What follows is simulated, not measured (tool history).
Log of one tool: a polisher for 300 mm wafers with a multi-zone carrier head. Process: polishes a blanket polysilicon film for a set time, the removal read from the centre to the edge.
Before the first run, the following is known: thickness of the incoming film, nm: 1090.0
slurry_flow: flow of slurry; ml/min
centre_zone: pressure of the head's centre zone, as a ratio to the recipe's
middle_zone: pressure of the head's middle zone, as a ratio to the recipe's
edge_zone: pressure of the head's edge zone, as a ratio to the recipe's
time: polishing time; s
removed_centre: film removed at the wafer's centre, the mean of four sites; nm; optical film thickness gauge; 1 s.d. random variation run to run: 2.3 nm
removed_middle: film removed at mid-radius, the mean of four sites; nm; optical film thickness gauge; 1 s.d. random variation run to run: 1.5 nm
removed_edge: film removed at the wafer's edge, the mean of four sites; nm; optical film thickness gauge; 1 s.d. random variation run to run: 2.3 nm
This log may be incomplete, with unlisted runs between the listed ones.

| run | hour | slurry_flow | centre_zone | middle_zone | edge_zone | time | removed_centre | removed_middle | removed_edge |
|---|---|---|---|---|---|---|---|---|---|
| 1 | 0 | 140 | 1 | 1 | 1 | 42 | 365.05 | 360.22 | 366.7 |
| 2 | 3.7 | 135 | 0.98 | 0.98 | 0.99 | 39 | 328.99 | 325.25 | 340.85 |
| 3 | 10.6 | 135 | 1.01 | 0.98 | 0.99 | 39 | 340.08 | 325.79 | 342.95 |
| 4 | 12.5 | 110 | 1.01 | 0.98 | 0.99 | 39 | 323.89 | 317.51 | 326.99 |
| 5 | 18.7 | 105 | 0.99 | 0.96 | 0.98 | 36 | 301.39 | 288.1 | 304.19 |
| 6 | 20.1 | 105 | 0.99 | 0.96 | 0.91 | 36 | 295.99 | 289.41 | 286.86 |
| 7 | 21.9 | 100 | 0.96 | 0.94 | 0.92 | 34 | 270.84 | 260.39 | 283.32 |

For run 8, what comes out?
| 8 | 23.5 | 100 | 0.95 | 0.94 | 0.91 | 32 | ? | ? | ? |

removed_centre: 255.43 nm
removed_middle: 246.48 nm
removed_edge: 259.22 nm
